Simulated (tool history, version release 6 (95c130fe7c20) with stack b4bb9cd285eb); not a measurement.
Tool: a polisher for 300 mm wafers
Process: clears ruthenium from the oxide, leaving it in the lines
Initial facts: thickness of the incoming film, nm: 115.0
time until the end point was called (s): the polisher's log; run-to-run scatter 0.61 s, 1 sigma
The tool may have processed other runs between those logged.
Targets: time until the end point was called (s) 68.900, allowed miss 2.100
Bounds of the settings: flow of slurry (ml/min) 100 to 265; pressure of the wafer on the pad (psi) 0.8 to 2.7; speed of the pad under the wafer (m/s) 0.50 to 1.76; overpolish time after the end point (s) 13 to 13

run	hour	flow of slurry (ml/min)	pressure of the wafer on the pad (psi)	speed of the pad under the wafer (m/s)	overpolish time after the end point (s)	time until the end point was called (s)
1	0.0	170	1.7	1.12	13	108.870
2	4.1	170	1.7	1.12	13	105.620
3	7.8	170	1.7	1.12	13	108.470
4	12.6	180	1.9	1.12	13	95.953
5	15.5	180	1.7	1.12	13	106.990
6	19.8	180	1.7	0.94	13	124.640
7	28.5	185	2.0	0.94	13	107.540
8	34.6	190	2.2	0.96	13	95.956

Next run, 4 choices. One meets every target within its allowed miss, the rest don't. Which?
A	40.7	150	2.5	1.18	13	?
B	40.7	185	2.4	1.32	13	?
C	40.7	170	2.6	1.12	13	?
D	40.7	185	2.6	1.16	13	?

move	time until the end point was called (s)
A	72.446
B	65.131
C	71.898
D	68.577
A: nearer than the last run, and not there yet
B: pushes the last run's worst result past its target
C: nearer than the last run, and not there yet
D: hits every target within its allowed miss
So the answer is move D, the one that meets all the targets.
